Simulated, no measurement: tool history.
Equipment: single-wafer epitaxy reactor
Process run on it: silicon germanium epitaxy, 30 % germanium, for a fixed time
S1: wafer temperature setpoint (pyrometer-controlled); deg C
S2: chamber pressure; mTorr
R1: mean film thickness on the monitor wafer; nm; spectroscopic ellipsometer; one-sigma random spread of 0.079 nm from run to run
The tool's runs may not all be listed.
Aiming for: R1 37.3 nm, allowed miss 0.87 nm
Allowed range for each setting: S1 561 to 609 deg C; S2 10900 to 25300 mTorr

run	hour	S1	S2	R1
1	0	585	18100	44.778
2	8.3	582	18000	42.152
3	16.5	580	18000	40.882
4	24.8	571	18000	34.532
5	27.9	572	18000	35.17
6	32.1	561	18000	28.584
7	35.5	566	18100	31.569
8	37.1	569	18200	33.461
9	38.6	571	18200	34.698
10	44	572	18200	35.476
11	44.9	573	18200	36.069

Exactly one of the 5 candidate moves below puts every result within its allowed miss. Which one?
A	45.8	579	14200	?
B	45.8	572	17200	?
C	45.8	583	13800	?
D	45.8	575	16200	?
E	45.8	572	17900	?

move	R1
A	35.609
B	34.464
C	37.761
D	35.378
E	35.152
A: further off than the last run
B: further off than the last run
C: hits every target within its allowed miss
D: further off than the last run
E: further off than the last run
C meets every target.
